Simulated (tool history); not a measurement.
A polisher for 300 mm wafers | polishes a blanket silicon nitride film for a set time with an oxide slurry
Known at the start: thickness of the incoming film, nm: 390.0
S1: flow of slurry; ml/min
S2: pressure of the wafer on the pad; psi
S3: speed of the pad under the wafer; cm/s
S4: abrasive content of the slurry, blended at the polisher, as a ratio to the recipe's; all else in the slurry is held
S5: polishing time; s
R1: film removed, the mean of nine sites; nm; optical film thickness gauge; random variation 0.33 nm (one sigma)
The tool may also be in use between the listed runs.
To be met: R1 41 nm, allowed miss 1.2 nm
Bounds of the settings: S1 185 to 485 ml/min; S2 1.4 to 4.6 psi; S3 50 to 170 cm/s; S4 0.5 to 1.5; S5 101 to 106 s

Run 1, hour 0: S1 310 ml/min, S2 3 psi, S3 110 cm/s, S4 1, S5 101 s. Result: R1 66.362 nm.
Run 2, hour 3: S1 310 ml/min, S2 2.6 psi, S3 110 cm/s, S4 1, S5 101 s. Result: R1 57.739 nm.
Run 3, hour 6.4: S1 310 ml/min, S2 3 psi, S3 110 cm/s, S4 1, S5 101 s. Result: R1 66.553 nm.
Run 4, hour 14.7: S1 310 ml/min, S2 2.6 psi, S3 110 cm/s, S4 1, S5 101 s. Result: R1 57.979 nm.
Run 5, hour 17: S1 310 ml/min, S2 2.6 psi, S3 110 cm/s, S4 1, S5 101 s. Result: R1 57.532 nm.
Run 6, hour 22: S1 310 ml/min, S2 2.6 psi, S3 110 cm/s, S4 1, S5 101 s. Result: R1 58.08 nm.
Run 7, hour 29: S1 310 ml/min, S2 2.3 psi, S3 110 cm/s, S4 1, S5 101 s. Result: R1 51.466 nm.
Run 8, hour 34.9: S1 310 ml/min, S2 2.1 psi, S3 110 cm/s, S4 1, S5 101 s. Result: R1 47.112 nm.
Run 9, hour 40.9: S1 310 ml/min, S2 2 psi, S3 110 cm/s, S4 1, S5 101 s. Result: R1 44.127 nm.

Which of these 4 next moves meets every target?
Run A, hour 46.9: S1 325 ml/min, S2 1.8 psi, S3 96 cm/s, S4 0.95, S5 106 s. Result: R1 ?.
Run B, hour 46.9: S1 290 ml/min, S2 1.7 psi, S3 114 cm/s, S4 1.05, S5 103 s. Result: R1 ?.
Run C, hour 46.9: S1 315 ml/min, S2 2 psi, S3 106 cm/s, S4 1.05, S5 101 s. Result: R1 ?.
Run D, hour 46.9: S1 240 ml/min, S2 2.1 psi, S3 106 cm/s, S4 1.05, S5 106 s. Result: R1 ?.

move      R1
   A  38.278
   B  41.211
   C  45.392
   D  48.622
A: takes the result that was furthest off past its target
B: meets every target
C: further off than the last run
D: further off than the last run
The right move is B.
